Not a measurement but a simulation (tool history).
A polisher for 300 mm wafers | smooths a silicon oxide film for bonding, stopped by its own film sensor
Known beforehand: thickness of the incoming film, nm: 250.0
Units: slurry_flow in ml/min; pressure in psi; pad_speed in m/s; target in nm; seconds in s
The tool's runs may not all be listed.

{"run": 1, "hour": 0.0, "slurry_flow": 175, "pressure": 1.9, "pad_speed": 0.92, "slurry_solids": 1, "target": 178, "seconds": 127.11}
{"run": 2, "hour": 1.2, "slurry_flow": 175, "pressure": 1.7, "pad_speed": 0.86, "slurry_solids": 1, "target": 178, "seconds": 150.6}
{"run": 3, "hour": 6.5, "slurry_flow": 175, "pressure": 1.6, "pad_speed": 0.82, "slurry_solids": 1, "target": 178, "seconds": 160.45}
{"run": 4, "hour": 13.4, "slurry_flow": 175, "pressure": 1.5, "pad_speed": 0.78, "slurry_solids": 1, "target": 178, "seconds": 175.68}
{"run": 5, "hour": 14.5, "slurry_flow": 175, "pressure": 1.4, "pad_speed": 0.74, "slurry_solids": 1, "target": 178, "seconds": 193.67}
{"run": 6, "hour": 20.8, "slurry_flow": 175, "pressure": 1.3, "pad_speed": 0.72, "slurry_solids": 1, "target": 178, "seconds": 209.25}
{"run": 7, "hour": 21.4, "slurry_flow": 175, "pressure": 1.3, "pad_speed": 0.72, "slurry_solids": 1, "target": 178, "seconds": 206.67}
{"run": 8, "hour": 28.3, "slurry_flow": 175, "pressure": 1.2, "pad_speed": 0.7, "slurry_solids": 1, "target": 178, "seconds": 220.68}
{"run": 9, "hour": 34.2, "slurry_flow": 175, "pressure": 1.1, "pad_speed": 0.68, "slurry_solids": 1, "target": 178, "seconds": 242.27}
{"run": 10, "hour": 34.8, "slurry_flow": 165, "pressure": 0.9, "pad_speed": 0.6, "slurry_solids": 1, "target": 178, "seconds": 310.89}

Run 11 is up next; what results do you expect?
{"run": 11, "hour": 41.7, "slurry_flow": 170, "pressure": 0.9, "pad_speed": 0.6, "slurry_solids": 1, "target": 178, "seconds": "?"}

Logged for run 11: seconds 305.51 s.
